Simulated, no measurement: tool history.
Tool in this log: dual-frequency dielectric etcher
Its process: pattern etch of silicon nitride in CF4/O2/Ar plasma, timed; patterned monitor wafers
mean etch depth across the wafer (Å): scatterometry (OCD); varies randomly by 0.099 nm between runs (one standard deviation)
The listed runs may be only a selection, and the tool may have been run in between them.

run  hour  source power (kW)  bias power (kW)  Ar flow (sccm)  CF4 flow (sccm)  etch time (s)  mean etch depth across the wafer (Å)
  1   0.0              0.510            0.066              73               75            9.0                                178.14
  2   7.7              0.570            0.066              73               75            9.0                                199.16
  3   9.4              0.600            0.066              73               75            9.0                                210.06
  4  16.6              0.600            0.072              73               75            9.0                                222.62
  5  21.4              0.620            0.072              73               75            9.0                                229.61
  6  29.3              0.620            0.072              73               75            8.5                                216.94
  7  30.2              0.640            0.072              73               75            8.5                                224.06

Predict the results of run 8:
  8  34.5              0.660            0.072              73               75            8.5                                     ?

{"run 8": {"mean etch depth across the wafer (Å)": 229.97}}
